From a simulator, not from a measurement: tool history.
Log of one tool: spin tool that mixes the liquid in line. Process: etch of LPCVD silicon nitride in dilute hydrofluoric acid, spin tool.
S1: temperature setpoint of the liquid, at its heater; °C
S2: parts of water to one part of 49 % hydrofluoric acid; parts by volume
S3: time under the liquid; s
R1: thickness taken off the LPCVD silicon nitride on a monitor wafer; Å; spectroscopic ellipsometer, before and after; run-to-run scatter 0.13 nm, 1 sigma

run,hour,S1,S2,S3,R1
1,0.0,23.0,85,280,16.667
2,5.1,23.0,85,300,17.998
3,11.1,23.0,100,300,14.714
4,14.7,23.5,95,300,15.601
5,15.9,20.0,95,300,12.834
6,19.0,21.0,90,300,14.987
7,19.6,21.5,85,300,15.815

Expected results for the next run?
8,24.6,22.5,80,300,?

R1: 17.568 Å
